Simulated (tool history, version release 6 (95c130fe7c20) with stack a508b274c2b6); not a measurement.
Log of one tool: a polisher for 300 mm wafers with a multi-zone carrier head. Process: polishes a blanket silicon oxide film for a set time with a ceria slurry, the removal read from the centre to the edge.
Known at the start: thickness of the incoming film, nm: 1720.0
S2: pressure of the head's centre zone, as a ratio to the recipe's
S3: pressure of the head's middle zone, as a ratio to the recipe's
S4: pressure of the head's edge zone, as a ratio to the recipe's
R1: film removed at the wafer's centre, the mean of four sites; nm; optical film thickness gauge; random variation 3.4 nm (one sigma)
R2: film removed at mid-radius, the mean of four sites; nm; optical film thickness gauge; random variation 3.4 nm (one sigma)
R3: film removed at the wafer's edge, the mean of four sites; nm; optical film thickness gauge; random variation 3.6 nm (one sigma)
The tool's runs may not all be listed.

run 1 hour=0 | flow_of_slurry_(ml/min)=300 S2=1 S3=1 S4=1 polishing_time_(s)=47 | R1=271.85 R2=285.99 R3=272.86
run 2 hour=4.4 | flow_of_slurry_(ml/min)=300 S2=1.06 S3=1 S4=1 polishing_time_(s)=47 | R1=297.75 R2=279.68 R3=277.05
run 3 hour=11.5 | flow_of_slurry_(ml/min)=300 S2=1.06 S3=1.01 S4=1.02 polishing_time_(s)=48 | R1=304.29 R2=291.39 R3=283.83
run 4 hour=16.8 | flow_of_slurry_(ml/min)=300 S2=1.06 S3=1.01 S4=1.04 polishing_time_(s)=49 | R1=306.82 R2=292.82 R3=290.7
run 5 hour=22.8 | flow_of_slurry_(ml/min)=300 S2=1.03 S3=1.01 S4=1.04 polishing_time_(s)=49 | R1=298.91 R2=287.53 R3=293.44
run 6 hour=31 | flow_of_slurry_(ml/min)=300 S2=0.99 S3=1.01 S4=1.04 polishing_time_(s)=49 | R1=288.09 R2=290.97 R3=294.44
run 7 hour=36.5 | flow_of_slurry_(ml/min)=305 S2=1 S3=1.02 S4=1.05 polishing_time_(s)=50 | R1=298.89 R2=305.16 R3=301.43
run 8 hour=44.8 | flow_of_slurry_(ml/min)=315 S2=1.01 S3=1.02 S4=1.07 polishing_time_(s)=50 | R1=303.73 R2=303.45 R3=307.9
run 9 hour=51.2 | flow_of_slurry_(ml/min)=325 S2=1.02 S3=1.02 S4=1.08 polishing_time_(s)=50 | R1=309.78 R2=308.5 R3=308.46

The next listed run, before its measurement:
run 10 hour=55.2 | flow_of_slurry_(ml/min)=335 S2=1.03 S3=1.02 S4=1.1 polishing_time_(s)=50 | R1=? R2=? R3=?

{"run 10": {"R1": 309.6, "R2": 303.09, "R3": 310.37}}
